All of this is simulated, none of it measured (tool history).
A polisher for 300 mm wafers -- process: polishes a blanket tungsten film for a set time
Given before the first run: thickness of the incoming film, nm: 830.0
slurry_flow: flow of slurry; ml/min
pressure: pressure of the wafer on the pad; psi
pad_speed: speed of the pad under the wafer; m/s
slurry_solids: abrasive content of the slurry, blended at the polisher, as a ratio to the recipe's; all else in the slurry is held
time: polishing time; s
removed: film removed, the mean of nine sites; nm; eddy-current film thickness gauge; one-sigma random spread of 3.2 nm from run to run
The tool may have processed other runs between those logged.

run	hour	slurry_flow	pressure	pad_speed	slurry_solids	time	removed
1	0.0	310	3.4	0.98	1.0	39	152.54
2	2.3	310	3.4	0.98	1.0	39	152.03
3	3.7	310	3.8	0.98	1.0	39	168.12
4	8.1	310	4.1	0.98	1.0	39	182.04
5	12.5	310	4.1	0.78	1.0	39	145.42
6	18.4	310	4.1	0.78	1.2	39	154.90
7	24.0	310	4.4	0.82	1.2	39	170.91
8	32.1	310	4.6	0.86	1.2	39	187.04
9	34.7	310	4.8	0.88	1.2	39	205.18
10	36.5	310	4.9	0.90	1.2	39	214.05
11	40.8	310	5.0	0.90	1.2	39	213.35
12	48.5	310	5.1	0.92	1.2	39	225.16
13	50.9	310	5.1	0.92	1.2	39	219.59
14	57.5	310	5.1	0.92	1.2	39	222.48

For run 15, what comes out?
15	63.4	310	5.1	0.94	1.2	39	?

removed: 230.49 nm
